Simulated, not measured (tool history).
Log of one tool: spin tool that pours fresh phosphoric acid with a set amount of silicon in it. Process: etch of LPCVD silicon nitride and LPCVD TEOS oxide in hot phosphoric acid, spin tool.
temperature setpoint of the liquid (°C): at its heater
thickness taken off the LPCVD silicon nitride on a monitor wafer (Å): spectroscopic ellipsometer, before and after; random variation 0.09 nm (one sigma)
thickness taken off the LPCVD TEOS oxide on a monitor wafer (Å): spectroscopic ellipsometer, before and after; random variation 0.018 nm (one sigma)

run,hour,temperature setpoint of the liquid (°C),silicon dissolved in the acid as it is poured (mg a litre),time under the liquid (s),thickness taken off the LPCVD silicon nitride on a monitor wafer (Å),thickness taken off the LPCVD TEOS oxide on a monitor wafer (Å)
1,0.0,159.0,14.5,180,141.39,5.5383
2,2.3,159.5,18.5,180,141.59,5.1224
3,4.1,160.0,21.5,185,148.65,5.1746
4,8.7,160.0,24.0,190,153.09,4.8430
5,12.9,160.0,27.0,190,151.99,4.4813
6,15.1,160.0,32.0,190,150.99,3.5672
7,17.3,160.5,32.0,190,153.51,3.5447

Forecast run 8:
8,23.7,161.0,31.0,190,?,?

Run 8 gave thickness taken off the LPCVD silicon nitride on a monitor wafer (Å) 158.40, thickness taken off the LPCVD TEOS oxide on a monitor wafer (Å) 4.2606.
